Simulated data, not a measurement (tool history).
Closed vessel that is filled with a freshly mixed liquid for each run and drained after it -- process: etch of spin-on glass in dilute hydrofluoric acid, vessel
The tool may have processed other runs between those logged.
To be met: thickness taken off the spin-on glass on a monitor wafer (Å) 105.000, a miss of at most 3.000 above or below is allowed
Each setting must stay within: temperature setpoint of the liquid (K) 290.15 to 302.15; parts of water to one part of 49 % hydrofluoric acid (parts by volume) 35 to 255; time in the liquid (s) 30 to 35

run	hour	temperature setpoint of the liquid (K)	parts of water to one part of 49 % hydrofluoric acid (parts by volume)	time in the liquid (s)	thickness taken off the spin-on glass on a monitor wafer (Å)
1	0.0	294.15	145	35	71.767
2	7.4	295.15	145	35	75.794
3	8.6	291.65	145	35	65.208
4	14.1	290.15	145	35	62.438
5	15.5	290.15	145	35	60.931
6	19.1	290.15	185	35	46.693
7	24.7	291.65	175	35	53.375
8	29.4	295.65	125	35	89.699
9	34.8	296.15	125	35	94.057
10	40.8	296.65	125	35	95.706

5 candidate next runs follow, results not yet known. Just one meets every target within its allowed miss. Identify it.
A	46.8	296.65	125	30	?
B	46.8	296.65	120	35	?
C	46.8	296.15	135	35	?
D	46.8	297.65	140	35	?
E	46.8	296.65	115	35	?

move	thickness taken off the spin-on glass on a monitor wafer (Å)
A	81.936
B	100.160
C	85.803
D	87.173
E	105.130
A: lands further from the targets than the last run did
B: an improvement on the last run, though not all results are within tolerance
C: lands further from the targets than the last run did
D: lands further from the targets than the last run did
E: every result within its allowed miss
The right move is E.
